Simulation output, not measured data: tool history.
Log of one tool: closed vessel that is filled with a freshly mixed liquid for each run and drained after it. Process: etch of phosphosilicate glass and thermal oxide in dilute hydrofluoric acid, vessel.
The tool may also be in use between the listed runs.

| run | hour | temperature setpoint of the liquid (C) | parts of water to one part of 49 % hydrofluoric acid (parts by volume) | time in the liquid (s) | thickness taken off the phosphosilicate glass on a monitor wafer (Å) | thickness taken off the thermal oxide on a monitor wafer (Å) |
|---|---|---|---|---|---|---|
| 1 | 0.0 | 22.0 | 120 | 60 | 587.91 | 21.041 |
| 2 | 4.3 | 19.0 | 120 | 60 | 524.58 | 19.257 |
| 3 | 9.3 | 19.0 | 120 | 40 | 345.97 | 12.895 |
| 4 | 18.2 | 21.0 | 120 | 40 | 376.49 | 13.667 |
| 5 | 26.4 | 21.0 | 145 | 40 | 302.84 | 10.933 |
| 6 | 28.1 | 22.5 | 135 | 40 | 351.37 | 12.540 |

Forecast run 7:
| 7 | 37.2 | 23.5 | 130 | 40 | ? | ? |

{"run 7": {"thickness taken off the phosphosilicate glass on a monitor wafer (Å)": 376.26, "thickness taken off the thermal oxide on a monitor wafer (Å)": 14.191}}
